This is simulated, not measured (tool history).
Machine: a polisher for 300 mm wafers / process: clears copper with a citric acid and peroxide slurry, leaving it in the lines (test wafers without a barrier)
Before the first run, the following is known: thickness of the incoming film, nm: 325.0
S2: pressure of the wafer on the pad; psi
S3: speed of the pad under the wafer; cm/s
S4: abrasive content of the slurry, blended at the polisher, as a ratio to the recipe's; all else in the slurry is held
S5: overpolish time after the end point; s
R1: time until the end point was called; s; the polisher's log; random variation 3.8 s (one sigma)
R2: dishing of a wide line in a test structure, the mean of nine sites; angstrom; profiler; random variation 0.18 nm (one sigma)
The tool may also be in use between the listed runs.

{"run": 1, "hour": 0.0, "flow of slurry (ml/min)": 190, "S2": 2.3, "S3": 126, "S4": 1.0, "S5": 17, "R1": 192.27, "R2": 205.93}
{"run": 2, "hour": 3.4, "flow of slurry (ml/min)": 205, "S2": 2.3, "S3": 126, "S4": 1.0, "S5": 17, "R1": 183.55, "R2": 208.96}
{"run": 3, "hour": 9.8, "flow of slurry (ml/min)": 205, "S2": 2.3, "S3": 126, "S4": 0.9, "S5": 17, "R1": 192.07, "R2": 207.7}
{"run": 4, "hour": 11.2, "flow of slurry (ml/min)": 205, "S2": 2.5, "S3": 126, "S4": 0.9, "S5": 17, "R1": 182.35, "R2": 220.98}
{"run": 5, "hour": 17.6, "flow of slurry (ml/min)": 210, "S2": 2.4, "S3": 126, "S4": 0.9, "S5": 16, "R1": 188.09, "R2": 197.36}
{"run": 6, "hour": 18.9, "flow of slurry (ml/min)": 215, "S2": 2.3, "S3": 126, "S4": 0.9, "S5": 15, "R1": 193.56, "R2": 185.13}

Run 7, settings as shown, results not yet in. Your forecast:
{"run": 7, "hour": 22.2, "flow of slurry (ml/min)": 215, "S2": 2.3, "S3": 126, "S4": 0.9, "S5": 15, "R1": "?", "R2": "?"}

{"run 7": {"R1": 190.85, "R2": 184.86}}

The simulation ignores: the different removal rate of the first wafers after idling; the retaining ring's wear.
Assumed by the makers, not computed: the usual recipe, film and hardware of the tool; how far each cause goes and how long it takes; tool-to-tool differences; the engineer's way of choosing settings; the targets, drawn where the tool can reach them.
